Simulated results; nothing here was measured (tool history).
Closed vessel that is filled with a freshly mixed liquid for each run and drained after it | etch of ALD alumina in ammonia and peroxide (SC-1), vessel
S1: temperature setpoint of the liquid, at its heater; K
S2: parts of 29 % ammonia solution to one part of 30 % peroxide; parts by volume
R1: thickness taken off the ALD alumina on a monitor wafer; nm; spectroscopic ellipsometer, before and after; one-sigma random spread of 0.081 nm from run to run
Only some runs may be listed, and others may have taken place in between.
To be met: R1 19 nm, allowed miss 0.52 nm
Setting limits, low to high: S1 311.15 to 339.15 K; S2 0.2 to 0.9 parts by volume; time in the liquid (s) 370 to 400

{"run": 1, "hour": 0.0, "S1": 323.15, "S2": 0.5, "time in the liquid (s)": 370, "R1": 26.638}
{"run": 2, "hour": 2.3, "S1": 321.65, "S2": 0.5, "time in the liquid (s)": 370, "R1": 24.796}
{"run": 3, "hour": 5.2, "S1": 320.15, "S2": 0.5, "time in the liquid (s)": 370, "R1": 22.626}
{"run": 4, "hour": 11.6, "S1": 320.15, "S2": 0.35, "time in the liquid (s)": 370, "R1": 22.038}
{"run": 5, "hour": 15.5, "S1": 322.65, "S2": 0.35, "time in the liquid (s)": 370, "R1": 25.156}
{"run": 6, "hour": 21.9, "S1": 322.65, "S2": 0.3, "time in the liquid (s)": 370, "R1": 24.696}
{"run": 7, "hour": 31.2, "S1": 321.15, "S2": 0.3, "time in the liquid (s)": 370, "R1": 22.898}
{"run": 8, "hour": 32.3, "S1": 320.15, "S2": 0.3, "time in the liquid (s)": 370, "R1": 21.511}

Consider the 4 candidate settings below. Which is the only one whose results all fall within their allowed miss of target?
{"run": "A", "hour": 33.4, "S1": 320.15, "S2": 0.25, "time in the liquid (s)": 400, "R1": "?"}
{"run": "B", "hour": 33.4, "S1": 316.65, "S2": 0.2, "time in the liquid (s)": 385, "R1": "?"}
{"run": "C", "hour": 33.4, "S1": 316.65, "S2": 0.55, "time in the liquid (s)": 375, "R1": "?"}
{"run": "D", "hour": 33.4, "S1": 316.65, "S2": 0.35, "time in the liquid (s)": 370, "R1": "?"}

move=A R1=22.934
move=B R1=17.706
move=C R1=18.994
move=D R1=17.951
A: misses by more than the last run did
B: moves the result that the last run missed by most past its target, out the other side
C: hits every target within its allowed miss
D: moves the result that the last run missed by most past its target, out the other side
Answer: C

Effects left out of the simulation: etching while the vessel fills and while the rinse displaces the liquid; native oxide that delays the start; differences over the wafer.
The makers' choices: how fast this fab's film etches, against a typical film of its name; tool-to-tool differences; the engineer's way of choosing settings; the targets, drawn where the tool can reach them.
